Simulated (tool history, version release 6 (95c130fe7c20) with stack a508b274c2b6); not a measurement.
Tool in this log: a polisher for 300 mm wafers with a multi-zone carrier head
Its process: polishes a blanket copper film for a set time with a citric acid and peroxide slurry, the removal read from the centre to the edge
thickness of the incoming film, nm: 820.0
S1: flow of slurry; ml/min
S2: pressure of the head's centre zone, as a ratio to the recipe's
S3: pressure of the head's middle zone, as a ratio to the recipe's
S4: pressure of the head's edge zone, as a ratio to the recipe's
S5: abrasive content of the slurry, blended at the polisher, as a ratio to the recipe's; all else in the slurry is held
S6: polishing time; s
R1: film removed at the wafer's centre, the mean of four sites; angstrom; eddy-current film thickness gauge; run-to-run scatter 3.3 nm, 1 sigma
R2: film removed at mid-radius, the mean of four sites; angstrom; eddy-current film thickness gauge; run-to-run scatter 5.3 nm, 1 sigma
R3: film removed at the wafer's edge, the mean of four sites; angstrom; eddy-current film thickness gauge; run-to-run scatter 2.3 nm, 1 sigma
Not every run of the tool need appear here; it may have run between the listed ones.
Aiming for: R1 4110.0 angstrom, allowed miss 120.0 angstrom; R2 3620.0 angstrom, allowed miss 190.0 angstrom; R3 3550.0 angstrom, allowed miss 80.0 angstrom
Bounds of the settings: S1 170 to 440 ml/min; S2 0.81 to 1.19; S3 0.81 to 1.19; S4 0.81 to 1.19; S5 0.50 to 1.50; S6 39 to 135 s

run,day,S1,S2,S3,S4,S5,S6,R1,R2,R3
1,0.000,280,1.00,1.00,1.00,1.00,87,2923.5,2925.0,2973.4
2,0.042,300,1.06,1.03,1.03,1.10,88,3222.2,3105.3,3109.4
3,0.333,300,1.06,1.09,1.03,1.10,88,3204.2,3317.1,3102.3
4,0.521,300,1.06,1.14,1.03,1.10,88,3223.1,3379.2,3083.4
5,0.596,315,1.10,1.11,1.05,1.20,89,3457.8,3399.3,3203.0
6,0.846,315,1.10,1.11,0.97,1.20,89,3539.2,3525.7,3155.0
7,1.058,325,1.12,1.10,1.00,1.30,90,3653.3,3431.8,3273.2
8,1.146,335,1.14,1.11,1.01,1.35,91,3782.9,3521.6,3311.9

Consider the 5 candidate settings below. Which is the only one whose results all fall within their allowed miss of target?
A,1.233,345,0.96,0.98,1.09,1.50,93,?,?,?
B,1.233,405,1.19,1.10,1.11,1.20,94,?,?,?
C,1.233,305,1.14,0.97,1.08,1.50,91,?,?,?
D,1.233,270,1.10,1.18,0.98,1.30,86,?,?,?
E,1.233,315,1.15,1.10,1.02,1.30,85,?,?,?

move,R1,R2,R3
A,3365.3,3390.9,3661.3
B,4092.4,3651.9,3596.6
C,3870.8,3252.6,3538.2
D,3389.6,3489.7,3061.1
E,3556.3,3291.9,3121.3
A: the result that was furthest off in the last run now lies on the other side of its target
B: meets every target
C: brings the result that was furthest off to its target, and leaves another outside
D: further off than the last run
E: further off than the last run
B meets every target.

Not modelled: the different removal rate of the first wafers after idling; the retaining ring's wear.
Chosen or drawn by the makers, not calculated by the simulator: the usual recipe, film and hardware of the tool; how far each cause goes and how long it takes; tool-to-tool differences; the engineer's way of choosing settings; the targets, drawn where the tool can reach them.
